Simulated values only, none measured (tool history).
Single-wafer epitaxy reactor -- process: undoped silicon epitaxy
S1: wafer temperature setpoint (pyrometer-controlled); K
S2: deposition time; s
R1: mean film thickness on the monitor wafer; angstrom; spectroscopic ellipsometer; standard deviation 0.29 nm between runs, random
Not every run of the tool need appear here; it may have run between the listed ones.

run,hour,S1,S2,R1
1,0.0,933.15,215,452.69
2,7.8,941.15,215,526.97
3,9.6,948.15,215,600.39
4,11.4,941.15,215,530.33
5,17.9,941.15,194,476.15
6,25.5,946.15,206,557.45

Expected results for the next run?
7,30.2,949.15,215,?

Logged for run 7: R1 612.35 angstrom.
